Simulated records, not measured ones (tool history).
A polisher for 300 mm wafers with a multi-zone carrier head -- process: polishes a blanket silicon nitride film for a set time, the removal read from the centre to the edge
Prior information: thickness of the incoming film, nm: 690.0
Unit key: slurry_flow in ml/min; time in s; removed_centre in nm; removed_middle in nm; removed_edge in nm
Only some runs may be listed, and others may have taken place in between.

run    day  slurry_flow  centre_zone  middle_zone  edge_zone  time  removed_centre  removed_middle  removed_edge
  1  0.000          285         1.00         1.00       1.00    57         103.580         103.870       102.230
  2  0.129          285         0.94         1.00       1.00    57          96.190         105.130       102.070
  3  0.412          280         0.94         0.98       0.99    53          87.993          97.333        92.940
  4  0.542          280         0.94         0.98       1.02    53          88.917          94.100        94.968
  5  0.800          255         0.94         0.98       1.02    53          88.601          94.114        92.494
  6  1.167          295         0.94         0.98       1.02    53          88.177          96.799        98.285
  7  1.338          295         0.94         0.98       1.02    53          91.162          95.673        94.475

What does the tool deliver on the next run?
  8  1.608          260         0.87         0.88       0.94    37               ?               ?             ?

{"run 8": {"removed_centre": 57.902, "removed_middle": 61.053, "removed_edge": 63.624}}

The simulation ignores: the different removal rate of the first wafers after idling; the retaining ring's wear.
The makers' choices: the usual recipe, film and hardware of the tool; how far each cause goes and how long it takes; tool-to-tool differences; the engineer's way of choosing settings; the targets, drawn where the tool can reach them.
